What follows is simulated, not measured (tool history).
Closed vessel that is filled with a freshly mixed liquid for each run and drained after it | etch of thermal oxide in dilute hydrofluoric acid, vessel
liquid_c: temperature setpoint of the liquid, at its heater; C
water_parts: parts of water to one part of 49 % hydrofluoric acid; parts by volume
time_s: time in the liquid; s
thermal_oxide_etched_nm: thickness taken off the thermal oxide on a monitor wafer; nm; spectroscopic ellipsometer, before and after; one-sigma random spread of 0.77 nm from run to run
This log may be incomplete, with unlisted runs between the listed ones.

{"run": 1, "hour": 0.0, "liquid_c": 23, "water_parts": 90, "time_s": 1020, "thermal_oxide_etched_nm": 54.735}
{"run": 2, "hour": 2.7, "liquid_c": 23, "water_parts": 90, "time_s": 1100, "thermal_oxide_etched_nm": 58.423}
{"run": 3, "hour": 12.2, "liquid_c": 23, "water_parts": 90, "time_s": 1020, "thermal_oxide_etched_nm": 54.267}
{"run": 4, "hour": 14.5, "liquid_c": 21.5, "water_parts": 90, "time_s": 1020, "thermal_oxide_etched_nm": 50.272}
{"run": 5, "hour": 16.9, "liquid_c": 24.5, "water_parts": 90, "time_s": 1020, "thermal_oxide_etched_nm": 57.33}
{"run": 6, "hour": 19.9, "liquid_c": 24.5, "water_parts": 90, "time_s": 1100, "thermal_oxide_etched_nm": 62.253}
{"run": 7, "hour": 22.5, "liquid_c": 26.5, "water_parts": 80, "time_s": 1100, "thermal_oxide_etched_nm": 77.066}
{"hour": 29.5, "done": "thermometer replaced"}
{"run": 8, "hour": 29.5, "liquid_c": 28, "water_parts": 75, "time_s": 1100, "thermal_oxide_etched_nm": 83.305}
{"run": 9, "hour": 33.3, "liquid_c": 29, "water_parts": 70, "time_s": 1100, "thermal_oxide_etched_nm": 94.012}
{"run": 10, "hour": 42.6, "liquid_c": 29.5, "water_parts": 70, "time_s": 1100, "thermal_oxide_etched_nm": 95.312}
{"run": 11, "hour": 49.7, "liquid_c": 30, "water_parts": 70, "time_s": 1100, "thermal_oxide_etched_nm": 97.506}

For run 12, what comes out?
{"run": 12, "hour": 53.4, "liquid_c": 30.5, "water_parts": 70, "time_s": 1100, "thermal_oxide_etched_nm": "?"}

thermal_oxide_etched_nm: 100.01 nm
